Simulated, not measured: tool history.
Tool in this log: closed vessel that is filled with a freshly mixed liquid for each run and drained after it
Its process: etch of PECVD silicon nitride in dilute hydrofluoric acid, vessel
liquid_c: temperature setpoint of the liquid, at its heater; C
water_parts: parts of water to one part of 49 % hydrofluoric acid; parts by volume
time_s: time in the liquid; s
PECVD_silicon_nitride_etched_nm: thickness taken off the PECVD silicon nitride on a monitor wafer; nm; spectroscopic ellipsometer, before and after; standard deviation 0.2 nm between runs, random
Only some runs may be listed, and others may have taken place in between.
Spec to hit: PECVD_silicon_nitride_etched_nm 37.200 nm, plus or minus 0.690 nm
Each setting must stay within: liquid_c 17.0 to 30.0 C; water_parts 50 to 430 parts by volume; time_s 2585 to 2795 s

| run | hour | liquid_c | water_parts | time_s | PECVD_silicon_nitride_etched_nm |
|---|---|---|---|---|---|
| 1 | 0.0 | 22.0 | 240 | 2585 | 24.092 |
| 2 | 2.3 | 24.0 | 240 | 2585 | 27.455 |
| 3 | 8.6 | 24.0 | 205 | 2585 | 32.320 |
| 4 | 12.2 | 24.5 | 205 | 2585 | 33.199 |
|  | 18.0 | thermometer replaced |
| 5 | 18.0 | 24.5 | 205 | 2585 | 31.191 |
| 6 | 25.4 | 24.5 | 255 | 2585 | 24.662 |
| 7 | 26.9 | 26.0 | 245 | 2585 | 28.579 |
| 8 | 28.7 | 27.0 | 240 | 2585 | 30.924 |
| 9 | 33.7 | 28.0 | 240 | 2585 | 33.055 |
| 10 | 39.7 | 28.5 | 240 | 2585 | 33.857 |
| 11 | 45.6 | 29.0 | 240 | 2585 | 34.784 |
| 12 | 49.5 | 29.5 | 240 | 2585 | 36.076 |

Consider the 4 candidate settings below. Which is the only one whose results all fall within their allowed miss of target?
| A | 53.4 | 30.0 | 260 | 2745 | ? |
| B | 53.4 | 29.5 | 240 | 2775 | ? |
| C | 53.4 | 27.5 | 220 | 2745 | ? |
| D | 53.4 | 30.0 | 235 | 2670 | ? |

| move | PECVD_silicon_nitride_etched_nm |
|---|---|
| A | 36.330 |
| B | 38.709 |
| C | 37.103 |
| D | 39.195 |
A: gains on the last run, yet a result remains outside its allowed miss
B: pushes the last run's worst result past its target
C: every result within its allowed miss
D: pushes the last run's worst result past its target
Go with C: it meets all targets.
